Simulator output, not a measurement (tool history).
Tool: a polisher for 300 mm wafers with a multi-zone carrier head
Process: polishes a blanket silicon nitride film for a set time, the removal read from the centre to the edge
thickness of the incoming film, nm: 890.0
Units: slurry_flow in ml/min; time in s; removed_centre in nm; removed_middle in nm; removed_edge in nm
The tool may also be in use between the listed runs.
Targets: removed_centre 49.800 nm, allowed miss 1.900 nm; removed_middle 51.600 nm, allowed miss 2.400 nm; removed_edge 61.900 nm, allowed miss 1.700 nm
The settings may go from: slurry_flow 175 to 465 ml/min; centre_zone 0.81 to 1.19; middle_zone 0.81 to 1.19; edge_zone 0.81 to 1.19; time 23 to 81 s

run 1 hour=0.0 | slurry_flow=295 centre_zone=1.00 middle_zone=1.00 edge_zone=1.00 time=52 | removed_centre=89.978 removed_middle=90.526 removed_edge=91.226
run 2 hour=5.9 | slurry_flow=285 centre_zone=0.96 middle_zone=0.96 edge_zone=1.00 time=48 | removed_centre=80.801 removed_middle=80.963 removed_edge=83.533
run 3 hour=10.7 | slurry_flow=285 centre_zone=0.96 middle_zone=0.96 edge_zone=1.07 time=48 | removed_centre=80.645 removed_middle=81.963 removed_edge=87.702
run 4 hour=15.9 | slurry_flow=285 centre_zone=0.96 middle_zone=0.96 edge_zone=1.07 time=60 | removed_centre=98.029 removed_middle=102.210 removed_edge=107.290
run 5 hour=16.5 | slurry_flow=275 centre_zone=0.93 middle_zone=0.93 edge_zone=1.08 time=53 | removed_centre=86.029 removed_middle=89.123 removed_edge=95.921
run 6 hour=22.9 | slurry_flow=275 centre_zone=0.93 middle_zone=0.93 edge_zone=1.12 time=53 | removed_centre=85.546 removed_middle=86.739 removed_edge=99.049
run 7 hour=24.2 | slurry_flow=270 centre_zone=0.91 middle_zone=0.92 edge_zone=1.12 time=47 | removed_centre=73.701 removed_middle=75.357 removed_edge=87.027
run 8 hour=28.2 | slurry_flow=230 centre_zone=0.81 middle_zone=0.82 edge_zone=1.02 time=33 | removed_centre=45.343 removed_middle=48.169 removed_edge=58.634
run 9 hour=36.4 | slurry_flow=245 centre_zone=0.82 middle_zone=0.83 edge_zone=1.03 time=33 | removed_centre=46.097 removed_middle=48.912 removed_edge=58.544
run 10 hour=43.9 | slurry_flow=245 centre_zone=0.83 middle_zone=0.84 edge_zone=1.04 time=33 | removed_centre=46.713 removed_middle=49.405 removed_edge=58.468
run 11 hour=48.0 | slurry_flow=245 centre_zone=0.84 middle_zone=0.84 edge_zone=1.05 time=33 | removed_centre=47.039 removed_middle=49.809 removed_edge=58.962
run 12 hour=55.0 | slurry_flow=250 centre_zone=0.85 middle_zone=0.84 edge_zone=1.06 time=33 | removed_centre=47.262 removed_middle=49.202 removed_edge=59.581
run 13 hour=60.3 | slurry_flow=250 centre_zone=0.86 middle_zone=0.85 edge_zone=1.07 time=33 | removed_centre=47.980 removed_middle=50.641 removed_edge=58.684
run 14 hour=68.8 | slurry_flow=275 centre_zone=0.86 middle_zone=0.82 edge_zone=1.13 time=35 | removed_centre=51.639 removed_middle=52.926 removed_edge=64.339
run 15 hour=75.5 | slurry_flow=270 centre_zone=0.86 middle_zone=0.82 edge_zone=1.12 time=35 | removed_centre=52.031 removed_middle=52.257 removed_edge=64.019
run 16 hour=81.5 | slurry_flow=265 centre_zone=0.86 middle_zone=0.82 edge_zone=1.11 time=35 | removed_centre=52.320 removed_middle=51.844 removed_edge=64.473
run 17 hour=88.4 | slurry_flow=260 centre_zone=0.86 middle_zone=0.82 edge_zone=1.10 time=35 | removed_centre=51.356 removed_middle=52.866 removed_edge=63.970

4 next moves are on the table. One of them brings every result within its allowed miss. Which?
run A hour=95.3 | slurry_flow=300 centre_zone=0.87 middle_zone=0.87 edge_zone=1.14 time=33 | removed_centre=? removed_middle=? removed_edge=?
run B hour=95.3 | slurry_flow=290 centre_zone=0.92 middle_zone=0.85 edge_zone=1.09 time=34 | removed_centre=? removed_middle=? removed_edge=?
run C hour=95.3 | slurry_flow=215 centre_zone=0.81 middle_zone=1.00 edge_zone=1.12 time=34 | removed_centre=? removed_middle=? removed_edge=?
run D hour=95.3 | slurry_flow=355 centre_zone=0.83 middle_zone=1.03 edge_zone=1.01 time=32 | removed_centre=? removed_middle=? removed_edge=?

move=A removed_centre=49.655 removed_middle=51.595 removed_edge=61.712
move=B removed_centre=53.924 removed_middle=52.117 removed_edge=62.057
move=C removed_centre=46.538 removed_middle=57.823 removed_edge=61.840
move=D removed_centre=46.554 removed_middle=57.565 removed_edge=56.677
A: meets every target
B: brings the result that was furthest off to its target, and leaves another outside
C: brings the result that was furthest off to its target, and leaves another outside
D: takes the result that was furthest off past its target
Move A is the one to make.

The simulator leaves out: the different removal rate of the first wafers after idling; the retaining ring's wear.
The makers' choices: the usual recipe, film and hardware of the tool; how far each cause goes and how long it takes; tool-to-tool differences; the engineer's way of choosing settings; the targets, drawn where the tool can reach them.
